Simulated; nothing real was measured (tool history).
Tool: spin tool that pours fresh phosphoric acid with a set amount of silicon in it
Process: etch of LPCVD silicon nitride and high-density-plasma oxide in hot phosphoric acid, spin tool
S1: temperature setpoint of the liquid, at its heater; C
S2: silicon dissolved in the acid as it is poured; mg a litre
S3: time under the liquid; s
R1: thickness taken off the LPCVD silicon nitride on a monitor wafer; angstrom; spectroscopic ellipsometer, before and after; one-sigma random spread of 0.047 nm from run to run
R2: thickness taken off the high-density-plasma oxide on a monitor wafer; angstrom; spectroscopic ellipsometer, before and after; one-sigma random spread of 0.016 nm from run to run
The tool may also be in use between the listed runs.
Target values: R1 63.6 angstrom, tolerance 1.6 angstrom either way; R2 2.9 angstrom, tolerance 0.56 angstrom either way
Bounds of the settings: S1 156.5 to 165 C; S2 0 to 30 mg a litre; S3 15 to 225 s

Run 1, hour 0: S1 160 C, S2 13 mg a litre, S3 115 s. Result: R1 100.87 angstrom, R2 4.7189 angstrom.
Run 2, hour 5.7: S1 161 C, S2 13 mg a litre, S3 115 s. Result: R1 103.33 angstrom, R2 5.4462 angstrom.
Run 3, hour 14.4: S1 161 C, S2 13 mg a litre, S3 90 s. Result: R1 81.178 angstrom, R2 4.0879 angstrom.
Run 4, hour 17: S1 161 C, S2 13 mg a litre, S3 50 s. Result: R1 44.504 angstrom, R2 2.2906 angstrom.
Run 5, hour 17.6: S1 161 C, S2 16.5 mg a litre, S3 50 s. Result: R1 45.142 angstrom, R2 2.1345 angstrom.
Run 6, hour 20.9: S1 161.5 C, S2 18 mg a litre, S3 55 s. Result: R1 50.076 angstrom, R2 2.2636 angstrom.
At hour 22.7: dissolved silicon flow meter replaced.
Run 7, hour 22.7: S1 162.5 C, S2 19 mg a litre, S3 55 s. Result: R1 51.584 angstrom, R2 2.4376 angstrom.
Run 8, hour 30.9: S1 163 C, S2 20 mg a litre, S3 60 s. Result: R1 57.891 angstrom, R2 2.7774 angstrom.

Which single option among these 5 for the next run brings every result within its allowed miss of target? Just one does.
Run A, hour 39.1: S1 163 C, S2 28.5 mg a litre, S3 70 s. Result: R1 ?, R2 ?.
Run B, hour 39.1: S1 163.5 C, S2 22 mg a litre, S3 65 s. Result: R1 ?, R2 ?.
Run C, hour 39.1: S1 164.5 C, S2 7 mg a litre, S3 50 s. Result: R1 ?, R2 ?.
Run D, hour 39.1: S1 163.5 C, S2 6 mg a litre, S3 65 s. Result: R1 ?, R2 ?.
Run E, hour 39.1: S1 165 C, S2 6 mg a litre, S3 65 s. Result: R1 ?, R2 ?.

move      R1      R2
   A  67.359  2.2275
   B  63.591  2.6715
   C  50.556  3.2147
   D  63.591  3.9668
   E  66.811  4.4236
A: pushes the last run's worst result past its target
B: in spec on every target
C: lands further from the targets than the last run did
D: brings the result that was furthest off to its target, and leaves another outside
E: pushes the last run's worst result past its target
The right move is B.

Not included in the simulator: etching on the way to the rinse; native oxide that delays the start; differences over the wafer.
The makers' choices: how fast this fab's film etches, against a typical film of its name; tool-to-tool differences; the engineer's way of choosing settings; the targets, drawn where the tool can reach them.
